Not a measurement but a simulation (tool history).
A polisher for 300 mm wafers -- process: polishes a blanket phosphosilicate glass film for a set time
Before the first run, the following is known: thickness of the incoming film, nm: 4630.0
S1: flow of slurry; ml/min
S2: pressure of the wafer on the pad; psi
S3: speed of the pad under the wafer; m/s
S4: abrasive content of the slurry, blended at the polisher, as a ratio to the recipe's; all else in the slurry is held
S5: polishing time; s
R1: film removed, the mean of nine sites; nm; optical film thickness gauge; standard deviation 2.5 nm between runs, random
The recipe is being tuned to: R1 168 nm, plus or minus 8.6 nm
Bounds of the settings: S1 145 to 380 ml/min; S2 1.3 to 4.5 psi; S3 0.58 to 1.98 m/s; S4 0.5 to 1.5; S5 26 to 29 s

run 1 hour=0 | S1=245 S2=2.9 S3=1.28 S4=1 S5=29 | R1=246.82
run 2 hour=5.3 | S1=200 S2=2.9 S3=1.28 S4=1 S5=29 | R1=238.36
run 3 hour=11.1 | S1=200 S2=2.9 S3=1.5 S4=1 S5=29 | R1=269.97
run 4 hour=13.9 | S1=200 S2=2.9 S3=1.5 S4=1 S5=29 | R1=264.97
run 5 hour=18.9 | S1=200 S2=2.8 S3=1.5 S4=1 S5=29 | R1=249.87
run 6 hour=21 | S1=200 S2=3.1 S3=1.5 S4=1 S5=29 | R1=277.86
run 7 hour=28.5 | S1=200 S2=2.9 S3=1.48 S4=1 S5=29 | R1=260.82
run 8 hour=31.2 | S1=200 S2=2.8 S3=1.48 S4=1 S5=29 | R1=255.7
run 9 hour=33.4 | S1=200 S2=2 S3=1.4 S4=1 S5=29 | R1=183.16

Next run, 5 choices. One meets every target within its allowed miss, the rest don't. Which?
run A hour=35.6 | S1=225 S2=1.9 S3=1.34 S4=1 S5=26 | R1=?
run B hour=35.6 | S1=145 S2=1.8 S3=1.62 S4=1.05 S5=28 | R1=?
run C hour=35.6 | S1=240 S2=1.8 S3=1.3 S4=0.9 S5=28 | R1=?
run D hour=35.6 | S1=225 S2=2.4 S3=1.12 S4=0.7 S5=26 | R1=?
run E hour=35.6 | S1=210 S2=2.3 S3=1.58 S4=0.95 S5=29 | R1=?

move=A R1=149.66
move=B R1=170.34
move=C R1=145.98
move=D R1=149.23
move=E R1=219.51
A: carries the result that was furthest off beyond its target, to the other side
B: meets every target
C: carries the result that was furthest off beyond its target, to the other side
D: carries the result that was furthest off beyond its target, to the other side
E: further off than the last run
So the answer is move B, the one that meets all the targets.
